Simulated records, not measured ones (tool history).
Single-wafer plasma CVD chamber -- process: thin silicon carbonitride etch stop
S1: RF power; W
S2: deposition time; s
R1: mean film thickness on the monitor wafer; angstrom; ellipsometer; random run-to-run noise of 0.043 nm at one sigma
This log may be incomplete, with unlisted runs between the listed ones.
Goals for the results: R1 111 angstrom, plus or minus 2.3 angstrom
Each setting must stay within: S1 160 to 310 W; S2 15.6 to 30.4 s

Run 1, hour 0: S1 235 W, S2 23 s. Result: R1 132.83 angstrom.
Run 2, hour 5.8: S1 260 W, S2 23 s. Result: R1 135.93 angstrom.
Run 3, hour 10.9: S1 260 W, S2 25.8 s. Result: R1 154.02 angstrom.
Run 4, hour 12.7: S1 260 W, S2 27.7 s. Result: R1 163 angstrom.
Run 5, hour 19.1: S1 250 W, S2 26.6 s. Result: R1 157.5 angstrom.
At hour 19.7: RF generator calibrated.
Run 6, hour 19.7: S1 275 W, S2 26.6 s. Result: R1 160.37 angstrom.
Run 7, hour 22.8: S1 265 W, S2 25.6 s. Result: R1 153.79 angstrom.
Run 8, hour 24.1: S1 255 W, S2 24.8 s. Result: R1 147.87 angstrom.
Run 9, hour 25.3: S1 250 W, S2 23.9 s. Result: R1 141.35 angstrom.
Run 10, hour 29.8: S1 250 W, S2 23.9 s. Result: R1 141.06 angstrom.
Run 11, hour 30.9: S1 210 W, S2 20.2 s. Result: R1 115.12 angstrom.
Run 12, hour 35.1: S1 210 W, S2 20.1 s. Result: R1 114.12 angstrom.

Next run, 5 choices. One meets every target within its allowed miss, the rest don't. Which?
Run A, hour 39.3: S1 240 W, S2 20 s. Result: R1 ?.
Run B, hour 39.3: S1 175 W, S2 20 s. Result: R1 ?.
Run C, hour 39.3: S1 195 W, S2 20.9 s. Result: R1 ?.
Run D, hour 39.3: S1 195 W, S2 21 s. Result: R1 ?.
Run E, hour 39.3: S1 200 W, S2 20.3 s. Result: R1 ?.

move      R1
   A  116.55
   B  109.57
   C  116.86
   D  117.42
   E  114.06
A: its largest miss is bigger than the last run's
B: every result lands within tolerance
C: its largest miss is bigger than the last run's
D: its largest miss is bigger than the last run's
E: just as far off the targets as the last run
Answer: B

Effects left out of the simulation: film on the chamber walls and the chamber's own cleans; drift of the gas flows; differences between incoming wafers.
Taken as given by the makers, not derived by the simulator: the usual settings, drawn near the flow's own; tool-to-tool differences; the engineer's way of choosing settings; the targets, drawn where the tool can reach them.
